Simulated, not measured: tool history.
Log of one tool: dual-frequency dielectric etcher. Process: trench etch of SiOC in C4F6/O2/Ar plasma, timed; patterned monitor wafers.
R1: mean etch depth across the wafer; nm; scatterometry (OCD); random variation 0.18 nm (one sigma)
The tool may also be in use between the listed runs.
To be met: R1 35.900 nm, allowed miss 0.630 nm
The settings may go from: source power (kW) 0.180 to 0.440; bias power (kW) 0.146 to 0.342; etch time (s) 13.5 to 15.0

Run 1, hour 0.0: source power (kW) 0.310, bias power (kW) 0.244, etch time (s) 15.0. Result: R1 32.289 nm.
Run 2, hour 8.5: source power (kW) 0.310, bias power (kW) 0.244, etch time (s) 13.5. Result: R1 29.344 nm.
Run 3, hour 9.4: source power (kW) 0.310, bias power (kW) 0.270, etch time (s) 13.5. Result: R1 30.134 nm.
Run 4, hour 15.6: source power (kW) 0.340, bias power (kW) 0.270, etch time (s) 13.5. Result: R1 31.456 nm.
Run 5, hour 24.1: source power (kW) 0.350, bias power (kW) 0.272, etch time (s) 13.5. Result: R1 31.887 nm.
Run 6, hour 29.2: source power (kW) 0.350, bias power (kW) 0.229, etch time (s) 13.5. Result: R1 30.511 nm.
Run 7, hour 37.7: source power (kW) 0.360, bias power (kW) 0.237, etch time (s) 13.5. Result: R1 31.054 nm.
Run 8, hour 46.6: source power (kW) 0.420, bias power (kW) 0.286, etch time (s) 14.0. Result: R1 36.745 nm.

Which of these 4 next moves meets every target?
Run A, hour 55.5: source power (kW) 0.430, bias power (kW) 0.279, etch time (s) 14.5. Result: R1 ?.
Run B, hour 55.5: source power (kW) 0.390, bias power (kW) 0.270, etch time (s) 14.0. Result: R1 ?.
Run C, hour 55.5: source power (kW) 0.420, bias power (kW) 0.287, etch time (s) 14.5. Result: R1 ?.
Run D, hour 55.5: source power (kW) 0.370, bias power (kW) 0.297, etch time (s) 14.5. Result: R1 ?.

move      R1
   A  38.180
   B  34.858
   C  38.091
   D  36.257
A: further off than the last run
B: takes the result that was furthest off past its target
C: further off than the last run
D: meets every target
Move D is the one to make.
